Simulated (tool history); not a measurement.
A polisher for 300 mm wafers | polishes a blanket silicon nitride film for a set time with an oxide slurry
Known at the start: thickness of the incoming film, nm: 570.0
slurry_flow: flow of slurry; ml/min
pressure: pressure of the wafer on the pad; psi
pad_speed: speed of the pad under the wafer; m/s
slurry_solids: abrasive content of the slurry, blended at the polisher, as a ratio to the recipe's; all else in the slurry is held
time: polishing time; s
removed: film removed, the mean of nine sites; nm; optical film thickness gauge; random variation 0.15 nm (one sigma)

run,hour,slurry_flow,pressure,pad_speed,slurry_solids,time,removed
1,0,250,2.8,1.16,1,20,11.249
2,6.9,250,3,1.16,1,20,12.027
3,10.1,225,3,1.16,1,20,12.016
4,16.4,225,3.1,1.16,1,20,12.239
5,18.7,200,3.1,1.16,1,20,12.267
6,20.4,200,3.2,1.16,1,20,12.669
7,27,215,4,1.18,1,20,15.929
8,28.2,215,4.2,1.18,1,20,16.748

Run 9 comes next. What will it give?
9,36.7,215,4.2,1.18,1,20,?

removed: 16.739 nm

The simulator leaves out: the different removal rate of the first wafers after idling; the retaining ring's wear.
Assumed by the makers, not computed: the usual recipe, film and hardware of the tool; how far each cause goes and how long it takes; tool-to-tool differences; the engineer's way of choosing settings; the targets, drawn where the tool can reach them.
